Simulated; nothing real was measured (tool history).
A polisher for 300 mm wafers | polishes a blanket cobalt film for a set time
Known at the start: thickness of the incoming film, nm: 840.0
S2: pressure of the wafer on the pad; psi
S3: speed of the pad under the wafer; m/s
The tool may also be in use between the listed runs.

run 1 hour=0 | flow_of_slurry_(ml/min)=315 S2=1.5 S3=0.78 polishing_time_(s)=38 | film_removed_(Å)=1132.2
run 2 hour=7.4 | flow_of_slurry_(ml/min)=315 S2=1.5 S3=0.62 polishing_time_(s)=38 | film_removed_(Å)=901.53
run 3 hour=14.3 | flow_of_slurry_(ml/min)=315 S2=1.7 S3=0.62 polishing_time_(s)=38 | film_removed_(Å)=989.93
run 4 hour=19.7 | flow_of_slurry_(ml/min)=315 S2=1.9 S3=0.62 polishing_time_(s)=38 | film_removed_(Å)=1063.9
run 5 hour=27.7 | flow_of_slurry_(ml/min)=315 S2=2 S3=0.64 polishing_time_(s)=38 | film_removed_(Å)=1114.4
run 6 hour=33.1 | flow_of_slurry_(ml/min)=315 S2=2 S3=0.64 polishing_time_(s)=38 | film_removed_(Å)=1147.5

The next listed run, before its measurement:
run 7 hour=34.1 | flow_of_slurry_(ml/min)=315 S2=2.1 S3=0.64 polishing_time_(s)=38 | film_removed_(Å)=?

film removed (Å): 1162.6

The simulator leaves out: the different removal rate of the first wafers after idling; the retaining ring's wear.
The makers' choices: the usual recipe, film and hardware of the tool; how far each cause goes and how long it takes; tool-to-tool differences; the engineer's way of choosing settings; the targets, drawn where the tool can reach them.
